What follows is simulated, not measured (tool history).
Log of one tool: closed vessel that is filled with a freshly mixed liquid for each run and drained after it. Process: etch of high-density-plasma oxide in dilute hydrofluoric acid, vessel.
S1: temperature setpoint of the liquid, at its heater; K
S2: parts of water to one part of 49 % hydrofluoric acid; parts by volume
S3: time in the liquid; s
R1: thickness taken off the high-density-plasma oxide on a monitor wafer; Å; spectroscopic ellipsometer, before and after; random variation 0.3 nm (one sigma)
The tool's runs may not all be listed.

Run 1, hour 0.0: S1 299.15 K, S2 110 parts by volume, S3 1230 s. Result: R1 587.63 Å.
Run 2, hour 7.9: S1 296.65 K, S2 120 parts by volume, S3 1230 s. Result: R1 486.19 Å.
Run 3, hour 15.2: S1 295.15 K, S2 130 parts by volume, S3 1230 s. Result: R1 418.58 Å.
Run 4, hour 16.2: S1 295.15 K, S2 170 parts by volume, S3 1230 s. Result: R1 304.09 Å.
Run 5, hour 17.6: S1 298.65 K, S2 170 parts by volume, S3 1230 s. Result: R1 349.68 Å.
Run 6, hour 23.7: S1 298.15 K, S2 170 parts by volume, S3 1230 s. Result: R1 340.57 Å.

The next listed run, before its measurement:
Run 7, hour 27.2: S1 297.65 K, S2 170 parts by volume, S3 1230 s. Result: R1 ?.

R1: 330.10 Å

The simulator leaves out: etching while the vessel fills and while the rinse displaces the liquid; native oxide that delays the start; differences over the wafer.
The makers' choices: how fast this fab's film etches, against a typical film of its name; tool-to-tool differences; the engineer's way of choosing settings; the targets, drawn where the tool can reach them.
